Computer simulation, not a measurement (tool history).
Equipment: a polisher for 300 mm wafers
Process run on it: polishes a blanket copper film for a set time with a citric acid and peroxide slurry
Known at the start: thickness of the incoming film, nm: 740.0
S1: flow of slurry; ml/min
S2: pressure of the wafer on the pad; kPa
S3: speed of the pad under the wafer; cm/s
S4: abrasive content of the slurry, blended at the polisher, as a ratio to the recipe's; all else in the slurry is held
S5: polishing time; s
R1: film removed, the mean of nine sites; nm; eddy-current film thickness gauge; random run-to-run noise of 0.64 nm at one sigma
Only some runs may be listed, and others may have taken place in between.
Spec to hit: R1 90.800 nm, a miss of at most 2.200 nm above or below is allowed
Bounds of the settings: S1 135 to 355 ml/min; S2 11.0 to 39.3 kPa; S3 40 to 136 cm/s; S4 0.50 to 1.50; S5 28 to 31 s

Run 1, hour 0.0: S1 225 ml/min, S2 24.8 kPa, S3 88 cm/s, S4 1.00, S5 31 s. Result: R1 66.247 nm.
Run 2, hour 1.1: S1 225 ml/min, S2 24.8 kPa, S3 88 cm/s, S4 1.15, S5 31 s. Result: R1 68.565 nm.
Run 3, hour 8.9: S1 225 ml/min, S2 24.8 kPa, S3 88 cm/s, S4 1.15, S5 28 s. Result: R1 62.427 nm.
Run 4, hour 15.4: S1 230 ml/min, S2 26.2 kPa, S3 88 cm/s, S4 1.15, S5 28 s. Result: R1 64.589 nm.
Run 5, hour 18.7: S1 230 ml/min, S2 27.6 kPa, S3 88 cm/s, S4 1.15, S5 28 s. Result: R1 67.148 nm.
Run 6, hour 23.9: S1 230 ml/min, S2 33.1 kPa, S3 88 cm/s, S4 1.15, S5 28 s. Result: R1 76.067 nm.
Run 7, hour 31.9: S1 230 ml/min, S2 33.8 kPa, S3 88 cm/s, S4 1.15, S5 28 s. Result: R1 77.676 nm.
Run 8, hour 39.0: S1 230 ml/min, S2 33.8 kPa, S3 88 cm/s, S4 1.15, S5 28 s. Result: R1 78.850 nm.
Run 9, hour 47.4: S1 230 ml/min, S2 34.5 kPa, S3 88 cm/s, S4 1.15, S5 28 s. Result: R1 78.673 nm.
Run 10, hour 55.9: S1 230 ml/min, S2 35.2 kPa, S3 88 cm/s, S4 1.15, S5 28 s. Result: R1 80.757 nm.
Run 11, hour 64.9: S1 230 ml/min, S2 35.9 kPa, S3 88 cm/s, S4 1.15, S5 28 s. Result: R1 80.710 nm.
Run 12, hour 68.3: S1 235 ml/min, S2 36.5 kPa, S3 88 cm/s, S4 1.15, S5 28 s. Result: R1 82.689 nm.
Run 13, hour 76.5: S1 235 ml/min, S2 37.2 kPa, S3 88 cm/s, S4 1.15, S5 28 s. Result: R1 84.772 nm.
Run 14, hour 82.7: S1 240 ml/min, S2 37.2 kPa, S3 88 cm/s, S4 1.15, S5 28 s. Result: R1 84.034 nm.
Run 15, hour 88.2: S1 240 ml/min, S2 38.6 kPa, S3 90 cm/s, S4 1.15, S5 28 s. Result: R1 87.971 nm.

Consider the 4 candidate settings below. Which is the only one whose results all fall within their allowed miss of target?
Run A, hour 93.7: S1 160 ml/min, S2 38.6 kPa, S3 82 cm/s, S4 1.50, S5 29 s. Result: R1 ?.
Run B, hour 93.7: S1 210 ml/min, S2 37.2 kPa, S3 92 cm/s, S4 1.05, S5 30 s. Result: R1 ?.
Run C, hour 93.7: S1 210 ml/min, S2 39.3 kPa, S3 84 cm/s, S4 1.15, S5 29 s. Result: R1 ?.
Run D, hour 93.7: S1 225 ml/min, S2 35.2 kPa, S3 84 cm/s, S4 1.20, S5 30 s. Result: R1 ?.

move      R1
   A  86.606
   B  90.565
   C  86.639
   D  83.606
A: lands further from the targets than the last run did
B: every result within its allowed miss
C: lands further from the targets than the last run did
D: lands further from the targets than the last run did
So the answer is move B, the one that meets all the targets.
